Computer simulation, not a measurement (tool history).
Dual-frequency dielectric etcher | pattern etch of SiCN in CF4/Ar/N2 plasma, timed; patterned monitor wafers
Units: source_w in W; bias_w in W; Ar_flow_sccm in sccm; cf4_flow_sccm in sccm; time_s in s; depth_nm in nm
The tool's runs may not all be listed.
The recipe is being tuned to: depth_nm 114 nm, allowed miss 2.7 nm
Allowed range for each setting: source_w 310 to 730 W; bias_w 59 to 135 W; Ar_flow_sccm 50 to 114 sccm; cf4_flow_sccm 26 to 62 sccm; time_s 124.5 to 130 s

run    day  source_w  bias_w  Ar_flow_sccm  cf4_flow_sccm  time_s  depth_nm
  1      0       520      97            82             44   124.5    128.29
  2  0.212       580      97            82             44   124.5    140.29
  3  0.267       560      96            82             44   124.5    136.07
  4  0.429       630      96            82             44   124.5    149.86
  5  0.592       630      83            82             44   124.5    142.48
  6  0.688       630      77            82             44   124.5    137.21
  7  0.912       610      77            82             44   124.5    132.93
  8  1.279       590      77            82             44   124.5    129.04
  9    1.6       580      77            82             44   124.5     127.9
 10  1.825       570      77            82             44   124.5    125.71
 11  2.167       560      77            82             44   124.5     123.6

Pick the move, out of 4, that brings all results within their allowed miss; only one does.
  A  2.508       580      68            74             42     127         ?
  B  2.508       520      75            78             38   127.5         ?
  C  2.508       480      78            83             45   124.5         ?
  D  2.508       540      76            86             44     127         ?

move  depth_nm
   A    121.36
   B    112.93
   C    108.19
   D     119.5
A: gains on the last run, yet a result remains outside its allowed miss
B: each result inside its tolerance
C: moves the result that the last run missed by most past its target, out the other side
D: gains on the last run, yet a result remains outside its allowed miss
The right move is B.
